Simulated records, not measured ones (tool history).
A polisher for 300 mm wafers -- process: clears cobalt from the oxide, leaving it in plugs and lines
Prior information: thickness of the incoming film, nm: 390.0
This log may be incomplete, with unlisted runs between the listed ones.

run  hour  flow of slurry (ml/min)  pressure of the wafer on the pad (psi)  speed of the pad under the wafer (m/s)  overpolish time after the end point (s)  time until the end point was called (s)  dishing of a wide line in a test structure (Å)
  1     0                      320                                     1.9                                    0.76                                       19                                   93.129                                          164.77
  2   0.9                      320                                     1.9                                    0.66                                       19                                   97.712                                          163.29
  3   8.6                      320                                     1.9                                    0.66                                       11                                   100.41                                          153.65
  4  10.9                      320                                     1.6                                    0.66                                       11                                   116.31                                          148.54
  5  16.6                      320                                     1.3                                    0.66                                       11                                   143.03                                          143.38
  6  25.2                      320                                     1.3                                     0.5                                       11                                   167.11                                          128.41

What will run 7 give?
  7  27.9                      300                                     1.2                                    0.56                                       19                                        ?                                               ?

{"run 7": {"time until the end point was called (s)": 172.07, "dishing of a wide line in a test structure (Å)": 154.48}}
